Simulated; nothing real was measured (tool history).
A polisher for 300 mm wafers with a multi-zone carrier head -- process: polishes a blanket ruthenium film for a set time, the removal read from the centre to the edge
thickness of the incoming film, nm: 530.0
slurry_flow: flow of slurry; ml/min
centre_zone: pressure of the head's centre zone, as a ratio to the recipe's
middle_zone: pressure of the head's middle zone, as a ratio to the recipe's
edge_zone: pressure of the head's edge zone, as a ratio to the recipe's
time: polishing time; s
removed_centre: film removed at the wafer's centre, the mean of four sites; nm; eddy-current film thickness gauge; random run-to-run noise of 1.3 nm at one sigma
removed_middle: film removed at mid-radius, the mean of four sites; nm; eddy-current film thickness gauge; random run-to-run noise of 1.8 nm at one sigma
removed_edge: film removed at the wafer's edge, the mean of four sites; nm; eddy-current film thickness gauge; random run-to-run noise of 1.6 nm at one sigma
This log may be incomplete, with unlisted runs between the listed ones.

run 1 hour=0 | slurry_flow=310 centre_zone=1 middle_zone=1 edge_zone=1 time=85 | removed_centre=111.69 removed_middle=114.36 removed_edge=110.7
run 2 hour=0.6 | slurry_flow=310 centre_zone=1 middle_zone=1 edge_zone=1 time=98 | removed_centre=129.36 removed_middle=130.92 removed_edge=129.47
run 3 hour=8.4 | slurry_flow=310 centre_zone=1 middle_zone=1 edge_zone=1.05 time=98 | removed_centre=128.45 removed_middle=130.89 removed_edge=129.74
run 4 hour=11.3 | slurry_flow=310 centre_zone=1 middle_zone=1 edge_zone=0.97 time=98 | removed_centre=127.2 removed_middle=132.12 removed_edge=125.04
run 5 hour=14.2 | slurry_flow=245 centre_zone=1 middle_zone=1 edge_zone=0.97 time=98 | removed_centre=125.11 removed_middle=129.12 removed_edge=122.14
run 6 hour=16.9 | slurry_flow=245 centre_zone=1 middle_zone=1 edge_zone=1.03 time=98 | removed_centre=125.73 removed_middle=129.87 removed_edge=125.62
run 7 hour=20.2 | slurry_flow=270 centre_zone=1 middle_zone=1 edge_zone=1.07 time=100 | removed_centre=129.2 removed_middle=133.27 removed_edge=132.18

Estimate the outcome of run 8 from the log above:
run 8 hour=28.9 | slurry_flow=290 centre_zone=1 middle_zone=1 edge_zone=1.1 time=101 | removed_centre=? removed_middle=? removed_edge=?

{"run 8": {"removed_centre": 132.85, "removed_middle": 134.64, "removed_edge": 136.71}}

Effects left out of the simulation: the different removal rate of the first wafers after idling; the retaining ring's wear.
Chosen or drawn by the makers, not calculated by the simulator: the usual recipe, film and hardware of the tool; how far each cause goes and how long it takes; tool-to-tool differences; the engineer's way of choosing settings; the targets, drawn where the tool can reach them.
